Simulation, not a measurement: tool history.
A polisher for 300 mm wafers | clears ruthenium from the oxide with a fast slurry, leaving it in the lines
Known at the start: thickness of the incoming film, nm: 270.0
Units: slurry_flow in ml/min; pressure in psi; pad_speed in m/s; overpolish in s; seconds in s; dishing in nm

{"run": 1, "hour": 0.0, "slurry_flow": 215, "pressure": 2.7, "pad_speed": 1.02, "slurry_solids": 1, "overpolish": 11, "seconds": 65.771, "dishing": 35.839}
{"run": 2, "hour": 4.4, "slurry_flow": 215, "pressure": 2.8, "pad_speed": 1.02, "slurry_solids": 1, "overpolish": 11, "seconds": 63.968, "dishing": 36.626}
{"run": 3, "hour": 5.5, "slurry_flow": 215, "pressure": 2.9, "pad_speed": 1.02, "slurry_solids": 1, "overpolish": 11, "seconds": 62.869, "dishing": 38.647}
{"run": 4, "hour": 7.9, "slurry_flow": 215, "pressure": 3, "pad_speed": 1.02, "slurry_solids": 1, "overpolish": 11, "seconds": 59.582, "dishing": 40.141}
{"run": 5, "hour": 8.8, "slurry_flow": 215, "pressure": 3, "pad_speed": 1.2, "slurry_solids": 1, "overpolish": 11, "seconds": 51.008, "dishing": 45.401}
{"run": 6, "hour": 9.4, "slurry_flow": 215, "pressure": 3, "pad_speed": 1.36, "slurry_solids": 1, "overpolish": 11, "seconds": 45.282, "dishing": 48.586}

The next listed run, before its measurement:
{"run": 7, "hour": 18.2, "slurry_flow": 220, "pressure": 3.1, "pad_speed": 1.34, "slurry_solids": 1, "overpolish": 13, "seconds": "?", "dishing": "?"}

{"run 7": {"seconds": 44.568, "dishing": 57.906}}

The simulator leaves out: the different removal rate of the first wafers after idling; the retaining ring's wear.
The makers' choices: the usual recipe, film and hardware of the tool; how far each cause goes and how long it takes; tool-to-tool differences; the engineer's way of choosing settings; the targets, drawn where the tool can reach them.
